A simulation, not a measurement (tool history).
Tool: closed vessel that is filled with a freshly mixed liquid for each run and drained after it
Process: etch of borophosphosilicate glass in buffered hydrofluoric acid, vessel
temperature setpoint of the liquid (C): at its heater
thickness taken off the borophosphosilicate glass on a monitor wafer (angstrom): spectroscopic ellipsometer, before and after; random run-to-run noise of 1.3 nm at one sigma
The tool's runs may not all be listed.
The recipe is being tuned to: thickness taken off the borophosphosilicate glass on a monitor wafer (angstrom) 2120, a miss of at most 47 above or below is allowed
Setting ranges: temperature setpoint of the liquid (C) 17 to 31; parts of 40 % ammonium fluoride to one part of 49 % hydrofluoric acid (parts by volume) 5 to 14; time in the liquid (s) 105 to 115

| run | day | temperature setpoint of the liquid (C) | parts of 40 % ammonium fluoride to one part of 49 % hydrofluoric acid (parts by volume) | time in the liquid (s) | thickness taken off the borophosphosilicate glass on a monitor wafer (angstrom) |
|---|---|---|---|---|---|
| 1 | 0 | 23 | 8.5 | 105 | 3125.9 |
| 2 | 0.2 | 22.5 | 8.5 | 105 | 3071.6 |
| 3 | 0.579 | 22 | 8.5 | 105 | 2974.2 |
| 4 | 0.771 | 22 | 9.5 | 105 | 2731 |
| 5 | 0.979 | 21.5 | 9.5 | 105 | 2628.7 |
| 6 | 1.246 | 21 | 9.5 | 105 | 2571.8 |
| 7 | 1.375 | 20.5 | 9.5 | 105 | 2496.6 |
| 8 | 1.538 | 20 | 9.5 | 105 | 2455.6 |
| 9 | 1.625 | 19.5 | 9.5 | 105 | 2381.1 |
| 10 | 1.958 | 19 | 9.5 | 105 | 2302.2 |
| 11 | 2.108 | 18 | 9.5 | 105 | 2183.8 |

Pick the move, out of 4, that brings all results within their allowed miss; only one does.
| A | 2.258 | 18 | 10.5 | 110 | ? |
| B | 2.258 | 18 | 9.5 | 110 | ? |
| C | 2.258 | 19 | 10 | 105 | ? |
| D | 2.258 | 22 | 13 | 115 | ? |

| move | thickness taken off the borophosphosilicate glass on a monitor wafer (angstrom) |
|---|---|
| A | 2113.5 |
| B | 2291.4 |
| C | 2238 |
| D | 2234.1 |
A: all results in spec
B: misses by more than the last run did
C: misses by more than the last run did
D: misses by more than the last run did
Move A is the one to make.
